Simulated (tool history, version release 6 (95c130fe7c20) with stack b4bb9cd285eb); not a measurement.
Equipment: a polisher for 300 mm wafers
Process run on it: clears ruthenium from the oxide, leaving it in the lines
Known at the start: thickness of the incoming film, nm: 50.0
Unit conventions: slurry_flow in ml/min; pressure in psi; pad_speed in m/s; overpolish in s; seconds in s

| run | hour | slurry_flow | pressure | pad_speed | overpolish | seconds |
|---|---|---|---|---|---|---|
| 1 | 0 | 215 | 1.3 | 0.76 | 42 | 79.841 |
| 2 | 8.1 | 215 | 1.4 | 0.76 | 42 | 76.356 |
| 3 | 8.8 | 215 | 1.4 | 0.76 | 42 | 75.412 |
| 4 | 16.6 | 215 | 1.5 | 0.76 | 42 | 72.562 |
| 5 | 22.4 | 215 | 1.5 | 0.76 | 45 | 72.12 |
| 6 | 25.8 | 215 | 1.6 | 0.76 | 45 | 68.673 |

Run 7 is up next; what results do you expect?
| 7 | 30.6 | 215 | 1.7 | 0.78 | 45 | ? |

seconds: 63.812 s
